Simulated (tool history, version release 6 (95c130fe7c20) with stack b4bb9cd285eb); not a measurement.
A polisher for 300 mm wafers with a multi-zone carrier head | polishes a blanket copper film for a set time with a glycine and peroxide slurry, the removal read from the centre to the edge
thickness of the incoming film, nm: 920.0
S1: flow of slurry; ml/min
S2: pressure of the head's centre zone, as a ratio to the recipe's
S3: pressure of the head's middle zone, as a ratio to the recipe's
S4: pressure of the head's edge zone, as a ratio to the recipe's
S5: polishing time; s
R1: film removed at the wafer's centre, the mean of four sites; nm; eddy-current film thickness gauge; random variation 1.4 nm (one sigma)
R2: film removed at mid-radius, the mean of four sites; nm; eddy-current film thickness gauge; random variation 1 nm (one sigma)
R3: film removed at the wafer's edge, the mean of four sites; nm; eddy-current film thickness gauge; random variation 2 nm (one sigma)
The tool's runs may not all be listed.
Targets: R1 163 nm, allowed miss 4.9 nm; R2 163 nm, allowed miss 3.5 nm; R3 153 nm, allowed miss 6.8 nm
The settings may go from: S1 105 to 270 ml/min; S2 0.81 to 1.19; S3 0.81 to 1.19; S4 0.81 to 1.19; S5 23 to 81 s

| run | day | S1 | S2 | S3 | S4 | S5 | R1 | R2 | R3 |
|---|---|---|---|---|---|---|---|---|---|
| 1 | 0 | 175 | 1 | 1 | 1 | 52 | 282.6 | 279.58 | 282.29 |
| 2 | 0.25 | 200 | 1 | 1 | 1 | 52 | 284.34 | 285.32 | 288.67 |
| 3 | 0.588 | 175 | 1 | 1 | 1 | 52 | 279.92 | 278.92 | 279.82 |
| 4 | 0.862 | 210 | 1 | 1 | 1 | 52 | 290.76 | 288.64 | 288.02 |
| 5 | 0.892 | 175 | 1 | 1 | 1 | 52 | 281.93 | 280.91 | 280.29 |
| 6 | 1.046 | 155 | 0.99 | 0.98 | 0.94 | 44 | 229.01 | 226.29 | 227.48 |
| 7 | 1.108 | 145 | 0.99 | 0.99 | 0.9 | 39 | 200.61 | 199.78 | 204.14 |
| 8 | 1.429 | 140 | 1.02 | 1.03 | 0.87 | 35 | 183.07 | 185.63 | 177.31 |
| 9 | 1.492 | 115 | 1.03 | 1.01 | 0.81 | 30 | 152.31 | 150.61 | 147.83 |
| 10 | 1.583 | 125 | 1.03 | 1.02 | 0.81 | 30 | 159.52 | 155.86 | 142.4 |
| 11 | 1.883 | 130 | 1.02 | 1.02 | 0.83 | 30 | 156.41 | 156.01 | 143.22 |
| 12 | 2.05 | 130 | 1.02 | 1.02 | 0.85 | 30 | 158.87 | 155.34 | 147.76 |
| 13 | 2.121 | 135 | 1.01 | 1.02 | 0.86 | 30 | 154.37 | 157.57 | 150.32 |

Which of these 4 next moves meets every target?
| A | 2.192 | 125 | 1.04 | 0.95 | 0.88 | 32 | ? | ? | ? |
| B | 2.192 | 210 | 0.97 | 0.97 | 0.81 | 30 | ? | ? | ? |
| C | 2.192 | 115 | 0.94 | 0.93 | 0.81 | 32 | ? | ? | ? |
| D | 2.192 | 130 | 0.94 | 1.03 | 0.86 | 31 | ? | ? | ? |

| move | R1 | R2 | R3 |
|---|---|---|---|
| A | 169.89 | 156.72 | 160.19 |
| B | 162.11 | 161.31 | 153.92 |
| C | 150.8 | 152.08 | 153.66 |
| D | 149.88 | 162.43 | 154.42 |
A: takes the result that was furthest off past its target
B: meets every target
C: further off than the last run
D: further off than the last run
Answer: B
